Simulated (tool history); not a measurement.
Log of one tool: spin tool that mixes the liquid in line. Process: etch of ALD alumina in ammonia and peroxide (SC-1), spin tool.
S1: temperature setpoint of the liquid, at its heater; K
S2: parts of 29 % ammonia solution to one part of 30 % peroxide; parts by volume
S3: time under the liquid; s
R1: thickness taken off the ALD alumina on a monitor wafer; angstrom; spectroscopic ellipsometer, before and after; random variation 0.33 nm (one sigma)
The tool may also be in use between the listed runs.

Run 1, hour 0: S1 324.15 K, S2 0.45 parts by volume, S3 300 s. Result: R1 282.31 angstrom.
Run 2, hour 4: S1 325.15 K, S2 0.45 parts by volume, S3 300 s. Result: R1 298.95 angstrom.
Run 3, hour 6.4: S1 325.65 K, S2 0.45 parts by volume, S3 300 s. Result: R1 307.28 angstrom.
Run 4, hour 13.8: S1 326.15 K, S2 0.45 parts by volume, S3 300 s. Result: R1 305.72 angstrom.
Run 5, hour 21.9: S1 326.65 K, S2 0.45 parts by volume, S3 300 s. Result: R1 318.68 angstrom.
Run 6, hour 24.9: S1 319.65 K, S2 0.45 parts by volume, S3 300 s. Result: R1 213.94 angstrom.

The next listed run, before its measurement:
Run 7, hour 33.1: S1 327.65 K, S2 0.45 parts by volume, S3 300 s. Result: R1 ?.

Run 7 gave R1 342.36 angstrom.
